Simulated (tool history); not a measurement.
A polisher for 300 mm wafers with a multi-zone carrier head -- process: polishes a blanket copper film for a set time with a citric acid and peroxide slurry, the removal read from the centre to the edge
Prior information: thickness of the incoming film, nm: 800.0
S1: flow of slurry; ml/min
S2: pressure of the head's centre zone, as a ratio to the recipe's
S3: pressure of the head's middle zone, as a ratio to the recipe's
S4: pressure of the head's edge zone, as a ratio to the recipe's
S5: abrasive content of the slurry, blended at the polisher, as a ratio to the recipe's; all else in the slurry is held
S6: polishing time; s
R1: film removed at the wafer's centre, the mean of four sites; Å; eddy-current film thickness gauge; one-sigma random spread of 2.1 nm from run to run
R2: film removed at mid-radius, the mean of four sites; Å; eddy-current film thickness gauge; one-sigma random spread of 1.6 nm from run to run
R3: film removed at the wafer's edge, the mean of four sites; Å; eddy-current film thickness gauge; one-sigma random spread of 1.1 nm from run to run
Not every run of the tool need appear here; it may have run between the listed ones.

run,hour,S1,S2,S3,S4,S5,S6,R1,R2,R3
1,0,140,1,1,1,1,88,2147.6,2133.5,2084
2,4.6,140,1,1,1.08,1,88,2202,2163,2160.3
3,8,140,1,1,1.08,1,68,1695.1,1657.4,1699.1
4,13.2,135,1.01,1.02,1.04,0.95,68,1669.8,1693.6,1615.1
5,21.3,135,1.01,1.02,1.04,0.95,77,1900.6,1862.6,1820.3
6,29.8,135,0.97,1.02,1.04,0.95,77,1856.4,1885.6,1846.5
7,38.8,130,0.97,1.03,1.01,0.9,76,1746,1864,1752.8
8,41.1,125,0.98,1.02,0.99,0.85,75,1727.4,1780.5,1687.2

For run 9, what comes out?
9,42.5,120,0.98,1.02,0.97,0.8,74,?,?,?

R1: 1698.1 Å
R2: 1727.1 Å
R3: 1632.7 Å

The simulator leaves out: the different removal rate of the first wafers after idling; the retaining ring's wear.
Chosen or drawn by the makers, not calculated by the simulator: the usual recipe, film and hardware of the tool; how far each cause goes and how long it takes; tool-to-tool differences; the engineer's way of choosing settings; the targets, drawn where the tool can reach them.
